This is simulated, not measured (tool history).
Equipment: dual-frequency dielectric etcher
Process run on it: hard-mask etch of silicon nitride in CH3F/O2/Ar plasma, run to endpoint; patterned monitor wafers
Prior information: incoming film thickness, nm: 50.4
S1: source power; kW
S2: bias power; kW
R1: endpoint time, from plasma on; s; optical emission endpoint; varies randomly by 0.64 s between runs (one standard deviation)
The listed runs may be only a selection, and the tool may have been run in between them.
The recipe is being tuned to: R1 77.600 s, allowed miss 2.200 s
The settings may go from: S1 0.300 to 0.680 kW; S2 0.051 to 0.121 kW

run,hour,S1,S2,R1
1,0.0,0.490,0.086,62.072
2,8.4,0.490,0.074,65.089
3,11.3,0.520,0.074,63.830
4,18.0,0.460,0.074,67.471
5,22.4,0.450,0.073,67.847
6,25.7,0.510,0.073,64.436
7,33.8,0.510,0.073,64.306
8,40.3,0.510,0.073,65.155
9,41.8,0.490,0.071,66.886
10,42.7,0.470,0.070,67.849
11,51.3,0.460,0.069,68.591
12,58.1,0.450,0.068,71.007
13,61.0,0.440,0.068,69.856
14,62.7,0.430,0.067,71.732
15,71.0,0.420,0.067,71.873
16,72.8,0.410,0.066,73.271
17,81.5,0.400,0.066,74.711

Exercise: of the 4 proposed moves below, exactly one satisfies all targets within the stated allowed misses. Which move is it?
A,90.2,0.410,0.064,?
B,90.2,0.440,0.062,?
C,90.2,0.430,0.067,?
D,90.2,0.410,0.053,?

move,R1
A,72.990
B,71.252
C,70.579
D,76.478
A: the biggest miss grows against the last run
B: the biggest miss grows against the last run
C: the biggest miss grows against the last run
D: all results land within tolerance of their targets
Answer: D

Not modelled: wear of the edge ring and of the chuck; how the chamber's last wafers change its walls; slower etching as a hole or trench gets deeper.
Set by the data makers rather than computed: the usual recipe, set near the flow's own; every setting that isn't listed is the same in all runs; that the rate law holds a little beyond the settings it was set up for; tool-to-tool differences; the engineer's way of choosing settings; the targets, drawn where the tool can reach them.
